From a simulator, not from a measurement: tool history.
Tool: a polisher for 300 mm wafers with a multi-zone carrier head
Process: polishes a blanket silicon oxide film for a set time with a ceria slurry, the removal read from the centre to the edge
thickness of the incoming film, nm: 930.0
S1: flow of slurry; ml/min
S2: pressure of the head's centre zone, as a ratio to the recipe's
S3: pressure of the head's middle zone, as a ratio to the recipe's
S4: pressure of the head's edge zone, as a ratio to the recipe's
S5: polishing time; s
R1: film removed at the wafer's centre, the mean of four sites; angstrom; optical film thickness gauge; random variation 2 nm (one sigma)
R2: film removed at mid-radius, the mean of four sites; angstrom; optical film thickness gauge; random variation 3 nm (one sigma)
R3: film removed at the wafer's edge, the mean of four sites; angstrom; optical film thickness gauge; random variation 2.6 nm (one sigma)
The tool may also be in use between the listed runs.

Run 1, hour 0: S1 170 ml/min, S2 1, S3 1, S4 1, S5 85 s. Result: R1 2513.1 angstrom, R2 2745.3 angstrom, R3 2708.6 angstrom.
Run 2, hour 8: S1 170 ml/min, S2 1.03, S3 1, S4 0.95, S5 76 s. Result: R1 2270.4 angstrom, R2 2521 angstrom, R3 2386.6 angstrom.
Run 3, hour 8.6: S1 170 ml/min, S2 1.03, S3 1, S4 0.9, S5 76 s. Result: R1 2274.4 angstrom, R2 2492.5 angstrom, R3 2425.9 angstrom.
Run 4, hour 11.6: S1 205 ml/min, S2 1.03, S3 1, S4 0.9, S5 76 s. Result: R1 2342.3 angstrom, R2 2643.8 angstrom, R3 2472.5 angstrom.
Run 5, hour 12.9: S1 195 ml/min, S2 1.08, S3 1.01, S4 0.9, S5 69 s. Result: R1 2238.6 angstrom, R2 2282.9 angstrom, R3 2144.1 angstrom.
Run 6, hour 21.8: S1 195 ml/min, S2 1.08, S3 1.01, S4 0.9, S5 60 s. Result: R1 1938 angstrom, R2 2021 angstrom, R3 1882.7 angstrom.

The next listed run, before its measurement:
Run 7, hour 22.6: S1 195 ml/min, S2 1.08, S3 1.01, S4 0.9, S5 60 s. Result: R1 ?, R2 ?, R3 ?.

{"run 7": {"R1": 1930.3, "R2": 2032.7, "R3": 1905.8}}

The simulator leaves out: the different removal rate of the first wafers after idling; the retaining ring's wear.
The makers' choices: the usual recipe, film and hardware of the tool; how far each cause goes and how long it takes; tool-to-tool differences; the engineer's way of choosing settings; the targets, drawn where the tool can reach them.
